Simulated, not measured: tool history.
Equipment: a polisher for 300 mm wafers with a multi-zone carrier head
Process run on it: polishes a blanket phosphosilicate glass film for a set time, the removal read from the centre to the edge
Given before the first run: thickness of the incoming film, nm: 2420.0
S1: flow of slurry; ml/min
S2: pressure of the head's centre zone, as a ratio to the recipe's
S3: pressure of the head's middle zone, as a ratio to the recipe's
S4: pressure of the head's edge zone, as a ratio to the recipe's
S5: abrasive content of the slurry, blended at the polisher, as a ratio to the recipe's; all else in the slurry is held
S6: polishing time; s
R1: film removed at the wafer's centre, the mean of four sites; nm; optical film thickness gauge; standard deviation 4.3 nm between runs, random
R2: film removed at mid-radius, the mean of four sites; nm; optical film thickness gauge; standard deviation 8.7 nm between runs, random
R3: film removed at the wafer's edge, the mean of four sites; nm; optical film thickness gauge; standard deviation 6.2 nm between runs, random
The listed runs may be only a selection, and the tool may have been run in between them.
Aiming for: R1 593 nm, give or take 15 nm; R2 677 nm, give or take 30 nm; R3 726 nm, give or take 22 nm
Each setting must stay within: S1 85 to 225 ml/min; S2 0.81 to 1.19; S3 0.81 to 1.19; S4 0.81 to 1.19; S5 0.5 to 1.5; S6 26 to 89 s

{"run": 1, "hour": 0.0, "S1": 145, "S2": 1, "S3": 1, "S4": 1, "S5": 1, "S6": 57, "R1": 604.5, "R2": 613.3, "R3": 596.87}
{"run": 2, "hour": 7.5, "S1": 145, "S2": 0.99, "S3": 1, "S4": 1.02, "S5": 1, "S6": 57, "R1": 593.75, "R2": 609.53, "R3": 598.58}
{"run": 3, "hour": 8.7, "S1": 145, "S2": 0.99, "S3": 1, "S4": 1.02, "S5": 1.1, "S6": 57, "R1": 616.99, "R2": 634.02, "R3": 616.92}
{"run": 4, "hour": 9.4, "S1": 145, "S2": 0.97, "S3": 0.99, "S4": 1.04, "S5": 1.15, "S6": 57, "R1": 618.93, "R2": 629.04, "R3": 629.13}
{"run": 5, "hour": 13.1, "S1": 145, "S2": 0.95, "S3": 0.99, "S4": 1.06, "S5": 1.2, "S6": 57, "R1": 612.74, "R2": 629.08, "R3": 650.81}
{"run": 6, "hour": 20.6, "S1": 145, "S2": 0.94, "S3": 1, "S4": 1.07, "S5": 1.2, "S6": 57, "R1": 597.5, "R2": 660.54, "R3": 648.23}
{"run": 7, "hour": 26.3, "S1": 145, "S2": 0.93, "S3": 0.99, "S4": 1.08, "S5": 1.2, "S6": 57, "R1": 592.59, "R2": 634.83, "R3": 661.78}
{"run": 8, "hour": 29.8, "S1": 165, "S2": 0.87, "S3": 1.04, "S4": 1.17, "S5": 1.25, "S6": 57, "R1": 579.62, "R2": 699.49, "R3": 702.95}
{"run": 9, "hour": 33.9, "S1": 165, "S2": 0.87, "S3": 1.03, "S4": 1.17, "S5": 1.25, "S6": 57, "R1": 580.25, "R2": 691.92, "R3": 690.74}
{"run": 10, "hour": 34.8, "S1": 165, "S2": 0.87, "S3": 1.02, "S4": 1.17, "S5": 1.25, "S6": 57, "R1": 579.23, "R2": 684.27, "R3": 692.44}
{"run": 11, "hour": 38.5, "S1": 160, "S2": 0.86, "S3": 1, "S4": 1.18, "S5": 1.3, "S6": 57, "R1": 572.83, "R2": 685.48, "R3": 703.64}
{"run": 12, "hour": 44.5, "S1": 160, "S2": 0.86, "S3": 0.99, "S4": 1.18, "S5": 1.3, "S6": 57, "R1": 577.58, "R2": 677.6, "R3": 690.97}
{"run": 13, "hour": 45.3, "S1": 155, "S2": 0.86, "S3": 0.99, "S4": 1.18, "S5": 1.3, "S6": 57, "R1": 573.72, "R2": 671.4, "R3": 715.94}
{"run": 14, "hour": 51.0, "S1": 155, "S2": 0.87, "S3": 0.98, "S4": 1.18, "S5": 1.3, "S6": 57, "R1": 585.98, "R2": 662.53, "R3": 703.59}

Consider the 5 candidate settings below. Which is the only one whose results all fall within their allowed miss of target?
{"run": "A", "hour": 56.7, "S1": 130, "S2": 0.82, "S3": 0.87, "S4": 1.19, "S5": 1.5, "S6": 59, "R1": "?", "R2": "?", "R3": "?"}
{"run": "B", "hour": 56.7, "S1": 135, "S2": 0.81, "S3": 0.92, "S4": 1.19, "S5": 1.35, "S6": 60, "R1": "?", "R2": "?", "R3": "?"}
{"run": "C", "hour": 56.7, "S1": 135, "S2": 0.92, "S3": 1, "S4": 1.19, "S5": 1.3, "S6": 57, "R1": "?", "R2": "?", "R3": "?"}
{"run": "D", "hour": 56.7, "S1": 180, "S2": 0.87, "S3": 1.02, "S4": 1.13, "S5": 1.3, "S6": 53, "R1": "?", "R2": "?", "R3": "?"}
{"run": "E", "hour": 56.7, "S1": 140, "S2": 0.87, "S3": 0.99, "S4": 1.18, "S5": 1.25, "S6": 60, "R1": "?", "R2": "?", "R3": "?"}

move=A R1=566.83 R2=636.96 R3=734.13
move=B R1=557.25 R2=663.03 R3=727.13
move=C R1=595.29 R2=667.24 R3=682
move=D R1=558.39 R2=668.46 R3=644.99
move=E R1=590.59 R2=693.9 R3=710.6
A: the furthest-off result lands on target, but another misses its tolerance
B: the furthest-off result lands on target, but another misses its tolerance
C: moves away from the targets compared with the last run
D: moves away from the targets compared with the last run
E: each result inside its tolerance
The move that meets every target is E.
